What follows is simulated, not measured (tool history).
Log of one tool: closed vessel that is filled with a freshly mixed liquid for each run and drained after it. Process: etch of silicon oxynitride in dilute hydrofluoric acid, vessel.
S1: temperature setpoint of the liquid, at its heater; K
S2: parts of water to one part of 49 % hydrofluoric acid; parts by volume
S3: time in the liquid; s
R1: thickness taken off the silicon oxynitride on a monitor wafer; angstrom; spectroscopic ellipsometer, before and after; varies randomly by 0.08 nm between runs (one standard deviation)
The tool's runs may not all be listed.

run    day      S1  S2   S3      R1
  1      0  293.15  65  560  121.66
  2  0.117  293.15  45  560  177.91
  3  0.175  296.15  45  560  207.34
  4  0.362  296.15  35  560  268.67
  5  0.654  295.15  40  560  226.88
  6  0.771  294.65  45  560  191.37
  7  0.979  294.15  50  560  169.92

What does the tool deliver on the next run?
  8  1.321  293.65  50  560   ?

R1: 165.09 angstrom
